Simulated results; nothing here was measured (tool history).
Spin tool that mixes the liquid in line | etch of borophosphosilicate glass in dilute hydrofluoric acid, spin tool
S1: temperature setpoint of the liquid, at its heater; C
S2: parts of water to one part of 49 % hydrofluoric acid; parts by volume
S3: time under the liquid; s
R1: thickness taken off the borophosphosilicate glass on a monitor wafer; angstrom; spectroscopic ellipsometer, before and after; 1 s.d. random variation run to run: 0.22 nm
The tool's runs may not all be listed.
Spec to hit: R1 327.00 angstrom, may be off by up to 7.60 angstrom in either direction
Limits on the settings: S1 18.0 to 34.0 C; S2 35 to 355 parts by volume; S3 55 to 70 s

| run | hour | S1 | S2 | S3 | R1 |
|---|---|---|---|---|---|
| 1 | 0.0 | 26.0 | 195 | 70 | 189.30 |
| 2 | 6.7 | 27.5 | 185 | 70 | 212.59 |
| 3 | 12.0 | 27.5 | 185 | 55 | 165.06 |
| 4 | 17.5 | 27.5 | 225 | 55 | 131.02 |
| 5 | 23.2 | 31.0 | 225 | 55 | 147.09 |
| 6 | 29.9 | 31.0 | 180 | 55 | 196.52 |
| 7 | 35.0 | 34.0 | 105 | 55 | 412.15 |
| 8 | 42.7 | 32.5 | 105 | 55 | 399.20 |
| 9 | 49.9 | 31.0 | 105 | 55 | 370.71 |
| 10 | 54.4 | 30.0 | 105 | 55 | 358.56 |
| 11 | 55.6 | 29.5 | 105 | 55 | 352.15 |
| 12 | 63.6 | 29.0 | 105 | 55 | 345.05 |

Below are 5 possible settings for the next run. Only one of them brings all results inside the allowed miss of their targets. Which is it?
| A | 71.6 | 31.5 | 105 | 55 | ? |
| B | 71.6 | 27.5 | 105 | 60 | ? |
| C | 71.6 | 28.5 | 95 | 55 | ? |
| D | 71.6 | 31.5 | 120 | 55 | ? |
| E | 71.6 | 34.0 | 135 | 65 | ? |

| move | R1 |
|---|---|
| A | 379.38 |
| B | 356.50 |
| C | 380.55 |
| D | 324.58 |
| E | 364.17 |
A: lands further from the targets than the last run did
B: lands further from the targets than the last run did
C: lands further from the targets than the last run did
D: all results land within tolerance of their targets
E: lands further from the targets than the last run did
The right move is D.
